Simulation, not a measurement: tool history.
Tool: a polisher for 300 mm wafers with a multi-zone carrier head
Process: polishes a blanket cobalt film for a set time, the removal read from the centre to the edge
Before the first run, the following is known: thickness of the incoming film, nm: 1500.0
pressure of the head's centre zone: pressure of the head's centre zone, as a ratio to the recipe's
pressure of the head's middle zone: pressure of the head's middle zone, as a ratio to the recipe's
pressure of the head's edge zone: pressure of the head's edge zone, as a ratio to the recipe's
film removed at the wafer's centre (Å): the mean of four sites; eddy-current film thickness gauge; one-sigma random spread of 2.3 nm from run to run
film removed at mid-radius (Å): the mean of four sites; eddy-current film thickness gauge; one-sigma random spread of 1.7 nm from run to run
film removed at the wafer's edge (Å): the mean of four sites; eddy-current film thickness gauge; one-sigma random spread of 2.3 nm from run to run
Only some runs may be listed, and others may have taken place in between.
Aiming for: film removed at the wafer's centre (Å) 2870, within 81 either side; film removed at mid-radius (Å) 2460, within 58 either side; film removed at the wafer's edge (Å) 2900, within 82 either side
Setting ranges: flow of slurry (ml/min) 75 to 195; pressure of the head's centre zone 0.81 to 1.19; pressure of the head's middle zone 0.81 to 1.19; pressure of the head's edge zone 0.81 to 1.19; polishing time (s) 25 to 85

run  hour  flow of slurry (ml/min)  pressure of the head's centre zone  pressure of the head's middle zone  pressure of the head's edge zone  polishing time (s)  film removed at the wafer's centre (Å)  film removed at mid-radius (Å)  film removed at the wafer's edge (Å)
  1     0                      125                                   1                                   1                                 1                  55                                  4897.9                          4909.5                                4673.3
  2     5                      125                                   1                                   1                              1.06                  55                                  4829.1                          4885.7                                4749.7
  3   8.8                      125                                   1                                   1                              1.06                  50                                  4432.8                          4448.5                                4282.1
  4  15.1                      150                                   1                                   1                              1.06                  50                                  4677.1                          4638.6                                4457.5
  5  18.6                      130                                   1                                   1                              1.06                  50                                  4489.6                            4531                                4330.3
  6  23.8                      130                                0.97                                   1                              1.06                  50                                  4310.2                          4540.1                                4329.8
  7  26.2                      130                                0.97                                   1                              1.06                  50                                  4346.4                          4559.8                                4300.1
  8  28.7                      120                                0.98                                0.97                              1.08                  47                                  4042.3                          4091.6                                4009.1
     36.6  -- edge zone pressure recalibrated
  9  36.6                      115                                0.98                                0.95                               1.1                  45                                  3858.3                          3807.5                                4121.9
 10  38.4                       80                                   1                                0.85                                 1                  30                                    2322                          2093.7                                2493.2
 11    47                       90                                   1                                0.85                              1.01                  30                                  2427.7                          2172.2                                2545.6
 12  54.3                       95                                   1                                0.85                              1.02                  30                                  2448.6                          2170.5                                2553.7
 13  59.5                      100                                   1                                0.85                              1.04                  30                                  2502.4                          2209.7                                2610.6
 14  65.2                      105                                   1                                0.85                              1.06                  30                                  2499.3                          2276.7                                2681.2
 15  71.8                      110                                1.01                                0.85                              1.07                  30                                  2592.6                          2278.3                                2661.1
 16    80                      115                                1.01                                0.85                              1.09                  30                                  2606.4                          2295.5                                2729.5
 17  86.5                      120                                1.01                                0.85                               1.1                  30                                  2638.9                            2339                                2753.6
 18  91.8                      120                                1.01                                0.85                               1.1                  30                                    2699                          2324.8                                2744.3

Of the 4 settings listed for the next run, only one would bring every result within its allowed miss of target. Which one?
  A  97.1                      130                                1.01                                0.83                              1.04                  32                                       ?                               ?                                     ?
  B  97.1                      140                                1.05                                0.94                               1.1                  30                                       ?                               ?                                     ?
  C  97.1                       95                                0.97                                0.81                              1.19                  33                                       ?                               ?                                     ?
  D  97.1                      195                                1.12                                0.97                               1.1                  26                                       ?                               ?                                     ?

move  film removed at the wafer's centre (Å)  film removed at mid-radius (Å)  film removed at the wafer's edge (Å)
   A                                  2918.1                          2436.4                                2900.6
   B                                  2896.9                          2569.9                                2822.7
   C                                  2643.7                          2280.2                                3039.1
   D                                    2857                          2419.2                                2547.9
A: meets every target
B: pushes the last run's worst result past its target
C: further off than the last run
D: gets the furthest-off result to its target, but another result is out of tolerance
Answer: A
